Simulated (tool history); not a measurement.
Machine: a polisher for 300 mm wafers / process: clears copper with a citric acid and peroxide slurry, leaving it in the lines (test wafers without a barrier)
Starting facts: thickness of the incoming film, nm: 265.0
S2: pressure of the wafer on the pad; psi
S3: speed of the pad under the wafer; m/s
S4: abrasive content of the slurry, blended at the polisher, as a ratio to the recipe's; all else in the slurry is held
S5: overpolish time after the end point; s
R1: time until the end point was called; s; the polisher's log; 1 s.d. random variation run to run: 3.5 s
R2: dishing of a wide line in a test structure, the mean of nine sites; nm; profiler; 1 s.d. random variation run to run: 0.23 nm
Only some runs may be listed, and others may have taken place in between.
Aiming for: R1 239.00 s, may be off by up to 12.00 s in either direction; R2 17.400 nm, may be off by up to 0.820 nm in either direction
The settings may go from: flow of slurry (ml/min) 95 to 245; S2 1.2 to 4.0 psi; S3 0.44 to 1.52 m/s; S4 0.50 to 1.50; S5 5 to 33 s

{"run": 1, "hour": 0.0, "flow of slurry (ml/min)": 155, "S2": 2.6, "S3": 0.98, "S4": 1.0, "S5": 17, "R1": 114.97, "R2": 27.48}
{"run": 2, "hour": 1.6, "flow of slurry (ml/min)": 155, "S2": 2.6, "S3": 0.98, "S4": 1.0, "S5": 24, "R1": 115.19, "R2": 36.368}
{"run": 3, "hour": 6.8, "flow of slurry (ml/min)": 155, "S2": 2.6, "S3": 0.98, "S4": 1.15, "S5": 24, "R1": 112.95, "R2": 37.025}
{"run": 4, "hour": 10.2, "flow of slurry (ml/min)": 155, "S2": 2.6, "S3": 0.98, "S4": 0.95, "S5": 24, "R1": 116.6, "R2": 36.4}
{"run": 5, "hour": 18.6, "flow of slurry (ml/min)": 155, "S2": 2.6, "S3": 0.98, "S4": 0.95, "S5": 27, "R1": 115.39, "R2": 40.487}
{"run": 6, "hour": 27.6, "flow of slurry (ml/min)": 155, "S2": 2.6, "S3": 0.98, "S4": 0.75, "S5": 27, "R1": 121.81, "R2": 39.158}
{"run": 7, "hour": 30.5, "flow of slurry (ml/min)": 155, "S2": 2.4, "S3": 0.96, "S4": 0.75, "S5": 26, "R1": 130.09, "R2": 34.408}
{"run": 8, "hour": 35.4, "flow of slurry (ml/min)": 155, "S2": 2.2, "S3": 0.92, "S4": 0.75, "S5": 26, "R1": 146.6, "R2": 31.589}
{"run": 9, "hour": 38.1, "flow of slurry (ml/min)": 155, "S2": 2.1, "S3": 0.9, "S4": 0.75, "S5": 25, "R1": 151.42, "R2": 29.228}
{"run": 10, "hour": 42.5, "flow of slurry (ml/min)": 155, "S2": 2.0, "S3": 0.88, "S4": 0.75, "S5": 25, "R1": 163.4, "R2": 27.379}
{"run": 11, "hour": 46.9, "flow of slurry (ml/min)": 155, "S2": 1.9, "S3": 0.86, "S4": 0.75, "S5": 25, "R1": 173.91, "R2": 25.759}
{"run": 12, "hour": 53.9, "flow of slurry (ml/min)": 155, "S2": 1.9, "S3": 0.86, "S4": 0.75, "S5": 25, "R1": 175.41, "R2": 26.642}
{"run": 13, "hour": 59.1, "flow of slurry (ml/min)": 155, "S2": 1.8, "S3": 0.84, "S4": 0.75, "S5": 24, "R1": 186.92, "R2": 23.684}
{"run": 14, "hour": 61.8, "flow of slurry (ml/min)": 150, "S2": 1.2, "S3": 0.82, "S4": 0.75, "S5": 22, "R1": 271.14, "R2": 15.022}

4 candidate next runs follow, results not yet known. Just one meets every target within its allowed miss. Identify it.
{"run": "A", "hour": 64.5, "flow of slurry (ml/min)": 145, "S2": 1.2, "S3": 0.74, "S4": 0.7, "S5": 25, "R1": "?", "R2": "?"}
{"run": "B", "hour": 64.5, "flow of slurry (ml/min)": 160, "S2": 1.4, "S3": 0.84, "S4": 0.7, "S5": 22, "R1": "?", "R2": "?"}
{"run": "C", "hour": 64.5, "flow of slurry (ml/min)": 130, "S2": 1.5, "S3": 0.72, "S4": 1.15, "S5": 24, "R1": "?", "R2": "?"}
{"run": "D", "hour": 64.5, "flow of slurry (ml/min)": 155, "S2": 1.2, "S3": 0.98, "S4": 0.9, "S5": 26, "R1": "?", "R2": "?"}

move=A R1=293.52 R2=16.008
move=B R1=233.84 R2=17.613
move=C R1=234.36 R2=19.081
move=D R1=236.28 R2=20.180
A: lands further from the targets than the last run did
B: all results in spec
C: moves the result that the last run missed by most past its target, out the other side
D: moves the result that the last run missed by most past its target, out the other side
B meets every target.
